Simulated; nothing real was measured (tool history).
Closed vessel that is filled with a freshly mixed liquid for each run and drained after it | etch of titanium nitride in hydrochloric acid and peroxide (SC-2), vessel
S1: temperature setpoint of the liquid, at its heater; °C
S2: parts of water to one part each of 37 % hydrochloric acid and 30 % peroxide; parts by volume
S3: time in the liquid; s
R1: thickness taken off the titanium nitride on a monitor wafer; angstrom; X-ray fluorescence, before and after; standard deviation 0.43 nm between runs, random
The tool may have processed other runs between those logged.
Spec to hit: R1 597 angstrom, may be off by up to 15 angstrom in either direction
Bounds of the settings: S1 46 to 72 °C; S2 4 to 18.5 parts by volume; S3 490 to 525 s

run	hour	S1	S2	S3	R1
1	0	62	10.5	490	298.53
2	3.2	62	9	490	339.15
3	7.1	64.5	9	490	393.44
4	14.6	64.5	12.5	490	299.21
5	20.3	69	12.5	490	401.36
6	22.6	69	10.5	490	458.08
7	24.3	70	10	490	508.3
8	28.6	70.5	10	490	518.66
9	32	71	10	490	531.5
10	32.6	71.5	10	490	552.3

Which one of the following 5 next-run settings gets every result inside its allowed miss? There is exactly one.
A	33.2	72	12	525	?
B	33.2	70.5	10.5	490	?
C	33.2	72	11	490	?
D	33.2	71	8.5	505	?
E	33.2	71.5	9	490	?

move	R1
A	518.22
B	496.05
C	520.88
D	626.8
E	597.83
A: misses by more than the last run did
B: misses by more than the last run did
C: misses by more than the last run did
D: takes the result that was furthest off past its target
E: all results in spec
E is the move that brings every result within its allowed miss.

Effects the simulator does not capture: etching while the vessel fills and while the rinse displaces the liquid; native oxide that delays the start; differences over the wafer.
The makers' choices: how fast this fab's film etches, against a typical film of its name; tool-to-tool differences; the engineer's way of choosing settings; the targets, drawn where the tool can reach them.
